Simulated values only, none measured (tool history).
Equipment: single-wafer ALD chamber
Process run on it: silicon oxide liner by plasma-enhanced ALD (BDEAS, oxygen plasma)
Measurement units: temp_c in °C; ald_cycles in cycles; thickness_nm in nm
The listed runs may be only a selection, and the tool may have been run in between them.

run	hour	temp_c	ald_cycles	thickness_nm
1	0.0	315	61	5.3902
2	5.1	323	61	5.3649
3	6.1	323	64	5.6271
4	9.5	323	66	5.8594
5	10.4	328	66	5.8094
6	19.0	328	67	5.8494
7	23.6	327	68	5.8583

Forecast run 8:
8	24.9	327	70	?

{"run 8": {"thickness_nm": 6.0986}}
